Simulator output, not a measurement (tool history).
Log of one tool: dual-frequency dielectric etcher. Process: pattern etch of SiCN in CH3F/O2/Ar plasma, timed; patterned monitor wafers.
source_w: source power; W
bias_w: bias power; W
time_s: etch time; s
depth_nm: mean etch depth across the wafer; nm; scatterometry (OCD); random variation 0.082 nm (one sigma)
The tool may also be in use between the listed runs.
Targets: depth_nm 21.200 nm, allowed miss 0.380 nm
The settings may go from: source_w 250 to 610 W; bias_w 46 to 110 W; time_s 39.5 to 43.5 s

run,hour,source_w,bias_w,time_s,depth_nm
1,0.0,430,78,43.5,18.130
2,5.2,350,78,43.5,16.840
3,13.7,390,79,43.5,17.700
4,20.8,390,79,39.5,16.053
5,24.5,320,79,39.5,14.693
6,29.1,320,86,39.5,15.171
7,37.9,370,87,39.5,16.120
8,46.4,410,88,39.5,16.944
9,54.5,500,96,40.0,18.942

5 next moves are on the table. One of them brings every result within its allowed miss. Which?
A,62.6,600,93,40.5,?
B,62.6,530,88,42.0,?
C,62.6,480,110,43.5,?
D,62.6,380,91,39.5,?
E,62.6,540,95,42.0,?

move,depth_nm
A,20.424
B,19.833
C,21.246
D,16.544
E,20.467
A: nearer than the last run, and not there yet
B: nearer than the last run, and not there yet
C: meets every target
D: further off than the last run
E: nearer than the last run, and not there yet
The right move is C.
